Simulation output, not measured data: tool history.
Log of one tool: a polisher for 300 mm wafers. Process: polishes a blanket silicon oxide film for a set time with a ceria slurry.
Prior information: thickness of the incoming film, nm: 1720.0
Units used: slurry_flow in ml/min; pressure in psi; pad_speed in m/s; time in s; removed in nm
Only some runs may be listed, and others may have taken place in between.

run,day,slurry_flow,pressure,pad_speed,time,removed
1,0,220,2.8,1.42,73,336.05
2,0.196,220,2.4,1.42,73,290.18
3,0.267,265,2.4,1.42,73,302.59
4,0.404,265,1.9,1.42,73,242.69
5,0.458,255,1.7,1.28,73,195.45
6,0.721,305,1.7,1.28,73,199.47

What does the tool deliver on the next run?
7,1.033,300,1.3,0.88,73,?

removed: 105.39 nm
